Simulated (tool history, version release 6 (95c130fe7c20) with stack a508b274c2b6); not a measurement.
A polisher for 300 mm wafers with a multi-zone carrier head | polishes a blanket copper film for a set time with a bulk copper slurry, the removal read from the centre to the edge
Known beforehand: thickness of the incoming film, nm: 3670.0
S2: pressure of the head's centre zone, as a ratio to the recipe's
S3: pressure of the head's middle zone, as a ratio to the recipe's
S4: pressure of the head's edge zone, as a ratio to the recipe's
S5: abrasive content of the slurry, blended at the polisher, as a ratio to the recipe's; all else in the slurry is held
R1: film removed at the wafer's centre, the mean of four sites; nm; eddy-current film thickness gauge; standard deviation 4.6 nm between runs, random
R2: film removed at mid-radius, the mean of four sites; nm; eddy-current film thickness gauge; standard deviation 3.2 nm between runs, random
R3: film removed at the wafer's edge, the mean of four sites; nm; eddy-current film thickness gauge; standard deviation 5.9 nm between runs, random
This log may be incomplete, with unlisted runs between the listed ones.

{"run": 1, "day": 0.0, "flow of slurry (ml/min)": 155, "S2": 1.0, "S3": 1.0, "S4": 1.0, "S5": 1.0, "polishing time (s)": 36, "R1": 310.01, "R2": 298.98, "R3": 303.7}
{"run": 2, "day": 0.35, "flow of slurry (ml/min)": 155, "S2": 0.98, "S3": 0.98, "S4": 1.03, "S5": 1.1, "polishing time (s)": 37, "R1": 321.35, "R2": 309.25, "R3": 327.9}
{"run": 3, "day": 0.488, "flow of slurry (ml/min)": 155, "S2": 0.98, "S3": 0.98, "S4": 1.07, "S5": 1.1, "polishing time (s)": 37, "R1": 310.44, "R2": 310.45, "R3": 333.36}
{"run": 4, "day": 0.742, "flow of slurry (ml/min)": 190, "S2": 0.98, "S3": 0.98, "S4": 1.07, "S5": 1.1, "polishing time (s)": 37, "R1": 326.39, "R2": 312.21, "R3": 329.67}
{"run": 5, "day": 0.808, "flow of slurry (ml/min)": 180, "S2": 0.98, "S3": 0.97, "S4": 1.09, "S5": 1.15, "polishing time (s)": 38, "R1": 336.0, "R2": 321.62, "R3": 345.39}
{"run": 6, "day": 0.933, "flow of slurry (ml/min)": 170, "S2": 0.97, "S3": 0.96, "S4": 1.1, "S5": 1.2, "polishing time (s)": 39, "R1": 337.25, "R2": 329.41, "R3": 356.0}
{"run": 7, "day": 1.046, "flow of slurry (ml/min)": 160, "S2": 0.96, "S3": 0.94, "S4": 1.11, "S5": 1.25, "polishing time (s)": 40, "R1": 340.81, "R2": 323.61, "R3": 368.58}
{"run": 8, "day": 1.183, "flow of slurry (ml/min)": 150, "S2": 0.96, "S3": 0.94, "S4": 1.12, "S5": 1.3, "polishing time (s)": 41, "R1": 353.13, "R2": 338.92, "R3": 367.08}
{"run": 9, "day": 1.525, "flow of slurry (ml/min)": 160, "S2": 0.94, "S3": 0.93, "S4": 1.13, "S5": 1.3, "polishing time (s)": 42, "R1": 348.46, "R2": 340.78, "R3": 391.67}
{"run": 10, "day": 1.804, "flow of slurry (ml/min)": 165, "S2": 0.93, "S3": 0.93, "S4": 1.14, "S5": 1.3, "polishing time (s)": 43, "R1": 361.36, "R2": 353.73, "R3": 406.43}

For run 11, what comes out?
{"run": 11, "day": 1.954, "flow of slurry (ml/min)": 170, "S2": 0.92, "S3": 0.93, "S4": 1.15, "S5": 1.3, "polishing time (s)": 43, "R1": "?", "R2": "?", "R3": "?"}

Run 11 produced R1 362.09 nm, R2 353.01 nm, R3 400.51 nm.

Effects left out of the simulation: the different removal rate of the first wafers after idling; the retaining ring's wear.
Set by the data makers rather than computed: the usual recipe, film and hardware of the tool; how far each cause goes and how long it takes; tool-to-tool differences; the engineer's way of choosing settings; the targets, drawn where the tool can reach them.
